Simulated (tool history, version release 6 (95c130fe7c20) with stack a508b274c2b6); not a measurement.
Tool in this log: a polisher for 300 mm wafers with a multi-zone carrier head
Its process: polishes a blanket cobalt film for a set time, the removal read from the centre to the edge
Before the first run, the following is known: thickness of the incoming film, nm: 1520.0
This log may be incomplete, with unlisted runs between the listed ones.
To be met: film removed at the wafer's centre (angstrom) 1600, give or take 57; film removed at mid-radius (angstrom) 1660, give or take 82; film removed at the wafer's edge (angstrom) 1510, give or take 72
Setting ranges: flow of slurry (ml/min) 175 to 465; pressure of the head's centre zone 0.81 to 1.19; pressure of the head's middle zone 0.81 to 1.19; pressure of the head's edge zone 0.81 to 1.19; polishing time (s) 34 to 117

run  hour  flow of slurry (ml/min)  pressure of the head's centre zone  pressure of the head's middle zone  pressure of the head's edge zone  polishing time (s)  film removed at the wafer's centre (angstrom)  film removed at mid-radius (angstrom)  film removed at the wafer's edge (angstrom)
  1     0                      295                                   1                                   1                                 1                  75                                         1861.5                                 1874.6                                       1903.6
  2     7                      295                                1.08                                   1                                 1                  75                                         1994.6                                 1885.3                                       1895.9
  3   9.5                      295                                1.08                                0.96                                 1                  75                                         1984.3                                 1822.6                                       1873.1
  4  10.1                      295                                1.06                                0.98                              0.96                  71                                         1893.1                                 1695.4                                         1786
  5  12.4                      295                                1.06                                0.98                              0.96                  88                                         2322.7                                 2155.4                                       2130.8
  6  18.5                      295                                1.06                                0.98                              0.91                  88                                         2325.6                                 2145.4                                       2143.9
  7  21.9                      295                                1.06                                1.04                              0.91                  78                                         2012.5                                 2004.5                                       1845.1
  8  26.3                      290                                1.05                                1.05                               0.9                  74                                         1940.1                                 1958.7                                       1726.8
  9    29                      285                                1.02                                1.04                              0.89                  71                                         1773.9                                 1747.3                                       1700.4
 10    30                      285                                1.02                                1.11                              0.85                  62                                         1539.5                                   1640                                       1449.1

5 candidate next runs follow, results not yet known. Just one meets every target within its allowed miss. Identify it.
  A    31                      350                                1.07                                1.19                              0.81                  58                                              ?                                      ?                                            ?
  B    31                      280                                0.89                                1.07                              0.91                  65                                              ?                                      ?                                            ?
  C    31                      310                                1.02                                1.07                               0.9                  64                                              ?                                      ?                                            ?
  D    31                      315                                1.06                                1.16                              0.82                  59                                              ?                                      ?                                            ?
  E    31                      325                                1.13                                1.13                              0.82                  56                                              ?                                      ?                                            ?

move  film removed at the wafer's centre (angstrom)  film removed at mid-radius (angstrom)  film removed at the wafer's edge (angstrom)
   A                                         1538.1                                 1672.9                                         1341
   B                                         1421.3                                 1680.1                                         1563
   C                                         1604.1                                 1668.4                                       1541.8
   D                                         1536.1                                 1650.5                                         1363
   E                                           1552                                 1535.1                                       1296.8
A: misses by more than the last run did
B: misses by more than the last run did
C: meets every target
D: misses by more than the last run did
E: the worst result of the last run now meets its target, but another is out of spec
Go with C: it meets all targets.
